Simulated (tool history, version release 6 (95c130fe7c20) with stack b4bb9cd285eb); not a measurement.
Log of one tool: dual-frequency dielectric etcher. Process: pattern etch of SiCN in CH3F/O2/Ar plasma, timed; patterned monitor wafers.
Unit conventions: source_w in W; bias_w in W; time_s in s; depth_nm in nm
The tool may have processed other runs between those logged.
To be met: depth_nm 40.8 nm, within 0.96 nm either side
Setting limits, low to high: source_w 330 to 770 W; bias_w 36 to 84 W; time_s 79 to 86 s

run  hour  source_w  bias_w  time_s  depth_nm
  1     0       550      60      86    36.766
  2   0.7       550      60      79    33.645
  3   7.7       550      52      79    31.972
  4  11.8       550      62      79    34.068
  5  12.3       590      64    79.5     35.55
  6  17.6       590      64      79    35.679
  7  22.1       620      65      79    36.464
  8  29.9       650      66      79    37.698
  9    38       670      67      79    38.435
 10    44       690      67      79     39.12
 11  47.9       700      67      79    38.827
 12  49.7       710      68      79    39.868

Which one of the following 5 next-run settings gets every result inside its allowed miss? There is exactly one.
  A  51.5       660      66    80.5         ?
  B  51.5       760      51      82         ?
  C  51.5       670      79      79         ?
  D  51.5       640      63      82         ?
  E  51.5       520      77      86         ?

move  depth_nm
   A    38.882
   B    39.152
   C    40.785
   D    38.439
   E    38.845
A: further off than the last run
B: further off than the last run
C: hits every target within its allowed miss
D: further off than the last run
E: further off than the last run
The right move is C.

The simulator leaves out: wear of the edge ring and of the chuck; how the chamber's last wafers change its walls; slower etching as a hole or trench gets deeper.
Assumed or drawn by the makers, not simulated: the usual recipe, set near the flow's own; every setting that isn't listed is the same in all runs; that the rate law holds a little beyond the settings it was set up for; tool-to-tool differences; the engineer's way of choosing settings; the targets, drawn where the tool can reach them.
